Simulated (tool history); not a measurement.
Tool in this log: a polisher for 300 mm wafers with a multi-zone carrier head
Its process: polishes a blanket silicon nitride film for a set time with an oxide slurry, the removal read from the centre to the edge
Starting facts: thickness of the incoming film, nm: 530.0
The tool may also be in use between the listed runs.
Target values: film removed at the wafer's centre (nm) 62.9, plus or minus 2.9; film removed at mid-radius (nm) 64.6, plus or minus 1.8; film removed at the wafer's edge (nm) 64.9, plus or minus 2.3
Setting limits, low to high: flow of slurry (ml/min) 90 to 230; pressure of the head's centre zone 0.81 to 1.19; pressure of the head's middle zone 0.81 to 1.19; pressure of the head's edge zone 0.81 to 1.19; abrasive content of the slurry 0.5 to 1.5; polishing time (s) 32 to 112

run,hour,flow of slurry (ml/min),pressure of the head's centre zone,pressure of the head's middle zone,pressure of the head's edge zone,abrasive content of the slurry,polishing time (s),film removed at the wafer's centre (nm),film removed at mid-radius (nm),film removed at the wafer's edge (nm)
1,0,150,1,1,1,1,72,50.139,48.696,49.577
2,2.1,150,1,1.03,1,1,72,50.711,49.851,48.759
3,5.5,150,1.04,1.03,1,1,72,51.789,50.351,48.305
4,7.4,150,1.04,1.03,1,1.2,72,54.117,52.884,51.238
5,9.7,150,1.04,1.07,1,1.2,72,53.589,54.081,51.698
6,10.8,135,1.04,1.07,1,1.2,72,53.733,52.7,50.658
7,12.7,150,1.05,1.07,1.04,1.3,73,56.485,55.92,54.398
8,16,160,1.05,1.07,1.07,1.35,74,59.485,57.724,56.948
9,20.7,170,1.03,1.08,1.09,1.4,74,60.189,60.366,58.188

5 next moves are on the table. One of them brings every result within its allowed miss. Which?
A,25.4,155,1.03,1.09,1.18,1.5,79,?,?,?
B,25.4,210,1.05,1.19,1.03,1.45,71,?,?,?
C,25.4,165,1.09,1.08,1.02,1.4,72,?,?,?
D,25.4,185,1.19,1.06,1.07,1.35,68,?,?,?
E,25.4,165,0.94,1.16,1.06,1.35,80,?,?,?

move,film removed at the wafer's centre (nm),film removed at mid-radius (nm),film removed at the wafer's edge (nm)
A,63.006,64.64,65.082
B,60.257,64.979,56.157
C,60.362,57.956,54.813
D,62.887,54.253,53.07
E,57.237,67.845,61.295
A: hits every target within its allowed miss
B: lands further from the targets than the last run did
C: lands further from the targets than the last run did
D: lands further from the targets than the last run did
E: better than the last run, though not everything is in spec
Go with A: it meets all targets.
